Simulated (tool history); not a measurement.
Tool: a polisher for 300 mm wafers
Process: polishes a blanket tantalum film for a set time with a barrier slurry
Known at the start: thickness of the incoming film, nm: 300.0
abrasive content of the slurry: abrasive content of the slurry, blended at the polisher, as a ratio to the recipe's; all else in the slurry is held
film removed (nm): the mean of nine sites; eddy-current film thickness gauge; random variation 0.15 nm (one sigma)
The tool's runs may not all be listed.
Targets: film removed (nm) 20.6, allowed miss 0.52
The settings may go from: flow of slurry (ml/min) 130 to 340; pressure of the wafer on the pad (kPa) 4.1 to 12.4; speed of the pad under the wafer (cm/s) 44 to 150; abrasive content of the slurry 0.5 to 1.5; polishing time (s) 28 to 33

run	day	flow of slurry (ml/min)	pressure of the wafer on the pad (kPa)	speed of the pad under the wafer (cm/s)	abrasive content of the slurry	polishing time (s)	film removed (nm)
1	0	220	8.3	96	1	33	30.768
2	0.096	220	9	96	1	33	33.505
3	0.371	220	9.7	96	1	33	35.983
4	0.608	250	9.7	96	1	33	36.619
5	0.95	280	9.7	96	1	33	36.873
6	1.017	235	9.7	96	1	33	36.182
7	1.117	235	8.3	96	1	33	30.955
8	1.267	235	7.6	96	1	33	28.427
9	1.392	235	6.9	96	1	33	26.139
10	1.483	235	6.2	96	1	33	23.508

4 next moves are on the table. One of them brings every result within its allowed miss. Which?
A	1.575	340	8.3	84	0.6	32	?
B	1.575	255	6.2	90	1.15	31	?
C	1.575	245	5.5	126	0.65	30	?
D	1.575	255	5.5	90	0.95	32	?

move	film removed (nm)
A	21.311
B	21.507
C	20.21
D	18.623
A: nearer than the last run, and not there yet
B: nearer than the last run, and not there yet
C: meets every target
D: takes the result that was furthest off past its target
Answer: C
